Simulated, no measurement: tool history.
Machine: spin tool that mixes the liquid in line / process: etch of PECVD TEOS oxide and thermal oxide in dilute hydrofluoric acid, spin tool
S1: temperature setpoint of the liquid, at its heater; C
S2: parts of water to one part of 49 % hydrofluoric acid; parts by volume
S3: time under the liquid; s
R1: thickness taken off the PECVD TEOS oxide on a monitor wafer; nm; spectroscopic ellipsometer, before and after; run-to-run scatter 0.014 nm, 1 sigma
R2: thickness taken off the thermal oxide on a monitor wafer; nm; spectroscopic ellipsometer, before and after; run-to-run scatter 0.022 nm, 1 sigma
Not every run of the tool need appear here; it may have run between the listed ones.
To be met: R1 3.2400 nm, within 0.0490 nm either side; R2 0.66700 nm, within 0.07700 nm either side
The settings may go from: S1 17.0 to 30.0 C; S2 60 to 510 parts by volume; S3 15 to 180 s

| run | hour | S1 | S2 | S3 | R1 | R2 |
|---|---|---|---|---|---|---|
| 1 | 0.0 | 22.0 | 285 | 90 | 5.4852 | 1.12310 |
| 2 | 1.7 | 22.0 | 285 | 130 | 7.9294 | 1.63540 |
| 3 | 9.0 | 23.0 | 285 | 130 | 8.2074 | 1.74950 |
| 4 | 9.9 | 22.0 | 315 | 130 | 6.9444 | 1.42000 |
| 5 | 16.5 | 22.0 | 315 | 165 | 8.8356 | 1.86110 |
| 6 | 25.5 | 22.0 | 400 | 165 | 6.4577 | 1.31870 |
| 7 | 31.3 | 21.0 | 420 | 165 | 5.8050 | 1.28560 |
| 8 | 35.6 | 20.5 | 435 | 160 | 5.2694 | 1.06760 |
| 9 | 38.7 | 20.0 | 450 | 155 | 4.8373 | 1.02340 |
| 10 | 45.3 | 19.5 | 460 | 150 | 4.4581 | 0.95880 |
| 11 | 53.1 | 19.5 | 470 | 145 | 4.1839 | 0.80227 |
| 12 | 61.3 | 19.0 | 475 | 145 | 4.0588 | 0.79886 |
| 13 | 62.1 | 19.5 | 480 | 140 | 3.9210 | 0.83393 |
|  | 68.0 | thermometer replaced |
| 14 | 68.0 | 19.0 | 485 | 140 | 4.0874 | 0.86803 |
| 15 | 76.7 | 19.0 | 490 | 135 | 3.8783 | 0.79373 |
| 16 | 80.5 | 18.5 | 495 | 130 | 3.6425 | 0.78144 |
| 17 | 88.8 | 19.0 | 500 | 125 | 3.5238 | 0.66206 |
| 18 | 95.0 | 18.5 | 500 | 125 | 3.4649 | 0.71942 |

Pick the move, out of 4, that brings all results within their allowed miss; only one does.
| A | 101.2 | 17.0 | 475 | 115 | ? | ? |
| B | 101.2 | 22.5 | 480 | 100 | ? | ? |
| C | 101.2 | 20.5 | 455 | 110 | ? | ? |
| D | 101.2 | 22.0 | 510 | 120 | ? | ? |

| move | R1 | R2 |
|---|---|---|
| A | 3.2569 | 0.66302 |
| B | 3.3577 | 0.68354 |
| C | 3.7232 | 0.75795 |
| D | 3.6424 | 0.74150 |
A: every result lands within tolerance
B: better than the last run, though not everything is in spec
C: its largest miss is bigger than the last run's
D: its largest miss is bigger than the last run's
Go with A: it meets all targets.
